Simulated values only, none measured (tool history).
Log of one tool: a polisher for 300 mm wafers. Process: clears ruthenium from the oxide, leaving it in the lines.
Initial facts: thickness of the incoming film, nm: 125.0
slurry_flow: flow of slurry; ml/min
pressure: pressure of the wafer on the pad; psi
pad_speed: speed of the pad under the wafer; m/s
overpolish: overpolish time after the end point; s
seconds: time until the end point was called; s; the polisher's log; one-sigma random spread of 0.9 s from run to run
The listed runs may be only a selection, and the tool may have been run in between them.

run,hour,slurry_flow,pressure,pad_speed,overpolish,seconds
1,0.0,140,2.0,0.92,4,93.178
2,5.9,140,2.2,0.92,4,85.631
3,9.5,140,2.3,0.94,4,76.370
4,14.7,110,2.3,0.94,4,82.863
5,23.3,110,2.0,0.94,4,93.391
6,32.3,110,2.2,0.96,4,86.366
7,40.4,115,2.3,0.96,4,79.876
8,42.8,115,2.4,0.96,4,78.376
9,45.5,120,2.5,0.98,4,70.854
10,52.7,125,2.6,0.98,4,69.451

Run 11 is up next; what results do you expect?
11,60.2,125,2.7,1.00,4,?

Logged for run 11: seconds 65.510 s.
